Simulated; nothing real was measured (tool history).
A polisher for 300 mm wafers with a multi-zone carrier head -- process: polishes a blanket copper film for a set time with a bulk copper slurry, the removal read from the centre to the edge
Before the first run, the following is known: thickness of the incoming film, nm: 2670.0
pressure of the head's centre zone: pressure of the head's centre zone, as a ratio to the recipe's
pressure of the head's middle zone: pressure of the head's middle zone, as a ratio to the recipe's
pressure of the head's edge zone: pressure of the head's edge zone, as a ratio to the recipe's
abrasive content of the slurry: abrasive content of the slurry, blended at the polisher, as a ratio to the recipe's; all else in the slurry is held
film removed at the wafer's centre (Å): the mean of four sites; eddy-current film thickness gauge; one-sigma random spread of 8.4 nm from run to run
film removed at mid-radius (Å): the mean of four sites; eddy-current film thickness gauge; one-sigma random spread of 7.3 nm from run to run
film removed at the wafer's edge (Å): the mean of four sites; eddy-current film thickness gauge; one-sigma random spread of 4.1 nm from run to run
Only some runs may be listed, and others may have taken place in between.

run  hour  flow of slurry (ml/min)  pressure of the head's centre zone  pressure of the head's middle zone  pressure of the head's edge zone  abrasive content of the slurry  polishing time (s)  film removed at the wafer's centre (Å)  film removed at mid-radius (Å)  film removed at the wafer's edge (Å)
  1   0.0                      245                                1.00                                1.00                              1.00                            1.00                  83                                  8083.1                          8407.0                                8274.1
  2   2.1                      235                                0.95                                0.98                              0.96                            0.85                  82                                  7306.9                          7838.4                                7830.8
  3  10.1                      225                                0.92                                0.98                              0.93                            0.75                  81                                  6881.8                          7463.5                                7269.7
  4  10.9                      215                                0.88                                0.98                              0.93                            0.70                  81                                  6349.1                          7318.9                                7230.5
  5  18.7                      215                                0.85                                0.98                              0.93                            0.70                  81                                  6037.5                          7293.6                                7255.3
  6  24.7                      215                                0.85                                0.98                              1.01                            0.70                  81                                  6370.7                          7408.9                                7433.7

Run 7 is up next; what results do you expect?
  7  31.7                      210                                0.85                                0.98                              0.97                            0.65                  81                                       ?                               ?                                     ?

For run 7 the tool returned film removed at the wafer's centre (Å) 6074.2, film removed at mid-radius (Å) 7218.1, film removed at the wafer's edge (Å) 7261.7.
